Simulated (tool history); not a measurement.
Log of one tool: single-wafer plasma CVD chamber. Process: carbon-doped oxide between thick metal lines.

run	hour	heater temperature setpoint (°C)	chamber pressure (Pa)	RF power (kW)	deposition time (s)	mean film thickness on the monitor wafer (Å)
1	0	350	868	0.505	169	10037
2	8.3	353	823	0.485	169	9639
3	13	353	823	0.485	160	9066.8
4	21.9	353	823	0.43	160	8344.8
5	28.3	353	741	0.43	160	8268.5
6	30.3	353	741	0.43	169	8707
7	34.6	354	732	0.43	169	8741.2

The next listed run, before its measurement:
8	42.2	354	732	0.43	169	?

Run 8 gave mean film thickness on the monitor wafer (Å) 8685.1.
